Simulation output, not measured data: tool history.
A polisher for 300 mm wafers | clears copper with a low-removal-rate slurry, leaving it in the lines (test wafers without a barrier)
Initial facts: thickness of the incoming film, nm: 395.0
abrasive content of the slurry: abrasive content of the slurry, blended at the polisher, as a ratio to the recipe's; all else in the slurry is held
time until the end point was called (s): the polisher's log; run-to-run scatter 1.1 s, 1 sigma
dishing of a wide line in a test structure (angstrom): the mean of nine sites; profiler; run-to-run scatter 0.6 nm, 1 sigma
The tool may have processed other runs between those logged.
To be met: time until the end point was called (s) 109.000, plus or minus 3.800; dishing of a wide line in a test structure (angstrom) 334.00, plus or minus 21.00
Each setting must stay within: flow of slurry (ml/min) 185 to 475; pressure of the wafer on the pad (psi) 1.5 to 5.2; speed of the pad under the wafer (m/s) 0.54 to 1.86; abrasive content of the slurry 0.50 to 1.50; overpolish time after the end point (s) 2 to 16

run	hour	flow of slurry (ml/min)	pressure of the wafer on the pad (psi)	speed of the pad under the wafer (m/s)	abrasive content of the slurry	overpolish time after the end point (s)	time until the end point was called (s)	dishing of a wide line in a test structure (angstrom)
1	0.0	305	3.3	1.18	1.00	8	124.180	197.63
2	6.8	380	3.3	1.18	1.00	8	122.980	193.03
3	9.4	380	2.7	1.18	1.00	8	148.170	161.71
4	13.7	380	2.1	1.18	1.00	8	185.760	134.73
5	22.1	380	2.1	1.18	0.85	8	188.740	127.64
6	23.5	380	2.1	1.36	0.85	8	161.810	144.68
7	29.7	385	2.3	1.36	0.90	9	150.820	174.15
8	31.8	385	2.5	1.36	0.95	10	138.920	211.80
9	37.6	385	2.6	1.36	0.95	10	136.480	214.15
10	40.9	385	3.5	1.38	0.95	12	99.915	331.51
11	47.2	385	3.4	1.38	0.95	12	103.520	319.05

Consider the 5 candidate settings below. Which is the only one whose results all fall within their allowed miss of target?
A	53.5	385	2.9	1.48	1.10	11	?	?
B	53.5	415	3.0	1.50	0.90	13	?	?
C	53.5	350	3.6	1.44	1.05	11	?	?
D	53.5	370	3.6	1.38	0.90	11	?	?
E	53.5	390	3.9	1.22	1.00	13	?	?

move	time until the end point was called (s)	dishing of a wide line in a test structure (angstrom)
A	109.200	286.44
B	108.480	332.66
C	93.215	331.49
D	99.660	313.07
E	101.110	357.86
A: the worst result of the last run now meets its target, but another is out of spec
B: hits every target within its allowed miss
C: the biggest miss grows against the last run
D: the biggest miss grows against the last run
E: the biggest miss grows against the last run
The right move is B.
